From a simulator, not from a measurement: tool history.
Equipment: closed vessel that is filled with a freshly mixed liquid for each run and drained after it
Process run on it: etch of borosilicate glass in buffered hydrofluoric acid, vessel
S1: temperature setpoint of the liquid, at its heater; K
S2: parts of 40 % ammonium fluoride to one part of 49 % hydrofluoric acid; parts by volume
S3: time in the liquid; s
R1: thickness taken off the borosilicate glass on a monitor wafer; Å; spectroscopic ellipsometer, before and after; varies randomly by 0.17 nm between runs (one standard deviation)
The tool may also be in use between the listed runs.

run  hour      S1    S2  S3      R1
  1     0  296.15  14.5  35  318.23
  2   2.4  296.15    11  35  415.77
  3     9  296.15     7  35  647.09
  4  12.8  296.15     5  35  873.32
  5  17.1  294.15   6.5  35  621.67
  6    26  296.65   6.5  35  706.67
  7  31.9  294.65   7.5  35  552.55
  8  38.4  293.15   7.5  35  507.12
  9  43.9  292.15   7.5  35  482.75
 10    51  290.15     9  35  352.35
 11  58.9  290.65     9  35  361.69
 12  67.8  290.65     9  35  361.04

What will run 13 give?
 13  69.5  291.15   9  35   ?

For run 13 the tool returned R1 374.9 Å.
